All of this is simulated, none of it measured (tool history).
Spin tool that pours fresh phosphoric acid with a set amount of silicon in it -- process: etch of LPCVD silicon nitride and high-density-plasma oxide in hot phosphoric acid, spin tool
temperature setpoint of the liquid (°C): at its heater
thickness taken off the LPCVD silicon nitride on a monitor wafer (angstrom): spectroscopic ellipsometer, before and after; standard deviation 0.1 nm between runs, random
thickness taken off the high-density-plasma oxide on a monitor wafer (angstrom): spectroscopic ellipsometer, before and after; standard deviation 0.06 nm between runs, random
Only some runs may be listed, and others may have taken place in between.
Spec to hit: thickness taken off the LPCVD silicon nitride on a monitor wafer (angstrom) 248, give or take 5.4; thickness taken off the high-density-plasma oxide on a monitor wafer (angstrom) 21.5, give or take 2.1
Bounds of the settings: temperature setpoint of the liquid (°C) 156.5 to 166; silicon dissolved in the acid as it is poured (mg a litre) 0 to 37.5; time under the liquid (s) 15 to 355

run    day  temperature setpoint of the liquid (°C)  silicon dissolved in the acid as it is poured (mg a litre)  time under the liquid (s)  thickness taken off the LPCVD silicon nitride on a monitor wafer (angstrom)  thickness taken off the high-density-plasma oxide on a monitor wafer (angstrom)
  1      0                                      161                                                        16.5                        180                                                                       170.32                                                                           11.404
  2  0.142                                    162.5                                                        15.5                        195                                                                       192.96                                                                           13.843
  3  0.212                                    161.5                                                        15.5                        195                                                                       186.69                                                                           13.082
  4  0.258                                    161.5                                                        15.5                        240                                                                       229.16                                                                           16.067
     0.371  -- thermometer replaced
  5  0.371                                      163                                                        15.5                        240                                                                       223.78                                                                           14.867
  6  0.738                                      163                                                           8                        240                                                                       225.65                                                                           17.485
  7    0.8                                      163                                                         5.5                        250                                                                       234.29                                                                           19.148
  8   1.15                                      163                                                         4.5                        255                                                                       237.06                                                                           20.972

Which single option among these 5 for the next run brings every result within its allowed miss of target? Just one does.
  A  1.5                                    162.5                                                           1                        260                                                                            ?                                                                                ?
  B  1.5                                    162.5                                                           2                        270                                                                            ?                                                                                ?
  C  1.5                                    162.5                                                        10.5                        255                                                                            ?                                                                                ?
  D  1.5                                      163                                                          13                        265                                                                            ?                                                                                ?
  E  1.5                                    163.5                                                         2.5                        250                                                                            ?                                                                                ?

move  thickness taken off the LPCVD silicon nitride on a monitor wafer (angstrom)  thickness taken off the high-density-plasma oxide on a monitor wafer (angstrom)
   A                                                                       239.55                                                                           21.296
   B                                                                       248.76                                                                           21.705
   C                                                                       234.94                                                                           17.212
   D                                                                       248.24                                                                           17.511
   E                                                                       238.09                                                                           21.417
A: nearer than the last run, and not there yet
B: all results in spec
C: moves away from the targets compared with the last run
D: brings the last run's worst result on target, with another outside its allowed miss
E: nearer than the last run, and not there yet
B is the move that brings every result within its allowed miss.
